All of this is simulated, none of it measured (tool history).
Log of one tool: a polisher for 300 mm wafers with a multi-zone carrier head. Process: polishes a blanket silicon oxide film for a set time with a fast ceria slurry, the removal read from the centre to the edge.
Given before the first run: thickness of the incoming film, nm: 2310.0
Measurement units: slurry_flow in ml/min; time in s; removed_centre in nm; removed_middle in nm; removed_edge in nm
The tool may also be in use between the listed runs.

Run 1, hour 0: slurry_flow 270 ml/min, centre_zone 1, middle_zone 1, edge_zone 1, time 43 s. Result: removed_centre 698.8 nm, removed_middle 677.61 nm, removed_edge 693.52 nm.
Run 2, hour 2.9: slurry_flow 270 ml/min, centre_zone 0.99, middle_zone 1.01, edge_zone 1.02, time 44 s. Result: removed_centre 704.95 nm, removed_middle 708 nm, removed_edge 718.52 nm.
Run 3, hour 6.9: slurry_flow 270 ml/min, centre_zone 0.99, middle_zone 1.05, edge_zone 1.02, time 44 s. Result: removed_centre 695.28 nm, removed_middle 736.19 nm, removed_edge 708.89 nm.
Run 4, hour 8: slurry_flow 270 ml/min, centre_zone 1.04, middle_zone 1.05, edge_zone 1.02, time 44 s. Result: removed_centre 743.48 nm, removed_middle 727.51 nm, removed_edge 721.87 nm.
Run 5, hour 14.9: slurry_flow 270 ml/min, centre_zone 1.04, middle_zone 1.05, edge_zone 1.06, time 44 s. Result: removed_centre 728.5 nm, removed_middle 746.29 nm, removed_edge 733.82 nm.
Run 6, hour 22.5: slurry_flow 270 ml/min, centre_zone 1.03, middle_zone 1.04, edge_zone 1.08, time 45 s. Result: removed_centre 743.73 nm, removed_middle 742.12 nm, removed_edge 750.22 nm.
Run 7, hour 27.8: slurry_flow 270 ml/min, centre_zone 1.01, middle_zone 1.03, edge_zone 1.1, time 46 s. Result: removed_centre 750.11 nm, removed_middle 762.7 nm, removed_edge 783.68 nm.
Run 8, hour 33.8: slurry_flow 270 ml/min, centre_zone 1, middle_zone 1.03, edge_zone 1.11, time 47 s. Result: removed_centre 752.3 nm, removed_middle 758.09 nm, removed_edge 802.45 nm.
Run 9, hour 42.8: slurry_flow 270 ml/min, centre_zone 0.99, middle_zone 1.04, edge_zone 1.12, time 48 s. Result: removed_centre 764.44 nm, removed_middle 804.49 nm, removed_edge 813.6 nm.

What will run 10 give?
Run 10, hour 45.7: slurry_flow 270 ml/min, centre_zone 0.99, middle_zone 1.04, edge_zone 1.12, time 48 s. Result: removed_centre ?, removed_middle ?, removed_edge ?.

Run 10 produced removed_centre 757.59 nm, removed_middle 793.74 nm, removed_edge 810.43 nm.
